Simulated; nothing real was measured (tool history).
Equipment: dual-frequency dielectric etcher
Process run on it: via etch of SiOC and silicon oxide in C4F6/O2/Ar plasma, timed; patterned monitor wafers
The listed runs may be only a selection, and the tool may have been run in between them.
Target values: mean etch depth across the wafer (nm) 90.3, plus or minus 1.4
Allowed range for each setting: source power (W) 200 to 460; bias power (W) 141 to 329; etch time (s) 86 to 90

| run | hour | source power (W) | bias power (W) | etch time (s) | mean etch depth across the wafer (nm) |
|---|---|---|---|---|---|
| 1 | 0 | 330 | 235 | 86 | 99.934 |
| 2 | 7.2 | 330 | 253 | 86 | 102.48 |
| 3 | 12.8 | 290 | 253 | 86 | 97.807 |
| 4 | 13.7 | 290 | 277 | 86 | 100.86 |
| 5 | 16.3 | 290 | 277 | 86 | 100.62 |
| 6 | 20.3 | 290 | 277 | 90 | 105.64 |
| 7 | 29 | 280 | 270 | 90 | 103.13 |
| 8 | 33 | 270 | 267 | 90 | 101.31 |
| 9 | 35 | 260 | 265 | 90 | 100.41 |
| 10 | 39.1 | 250 | 261 | 90 | 97.692 |
| 11 | 43.3 | 200 | 250 | 90 | 88.65 |

4 next moves are on the table. One of them brings every result within its allowed miss. Which?
| A | 47.5 | 200 | 238 | 89.5 | ? |
| B | 47.5 | 200 | 264 | 86.5 | ? |
| C | 47.5 | 200 | 259 | 88 | ? |
| D | 47.5 | 220 | 236 | 90 | ? |

| move | mean etch depth across the wafer (nm) |
|---|---|
| A | 86.576 |
| B | 86.654 |
| C | 87.585 |
| D | 90.016 |
A: moves away from the targets compared with the last run
B: moves away from the targets compared with the last run
C: moves away from the targets compared with the last run
D: all results in spec
The right move is D.

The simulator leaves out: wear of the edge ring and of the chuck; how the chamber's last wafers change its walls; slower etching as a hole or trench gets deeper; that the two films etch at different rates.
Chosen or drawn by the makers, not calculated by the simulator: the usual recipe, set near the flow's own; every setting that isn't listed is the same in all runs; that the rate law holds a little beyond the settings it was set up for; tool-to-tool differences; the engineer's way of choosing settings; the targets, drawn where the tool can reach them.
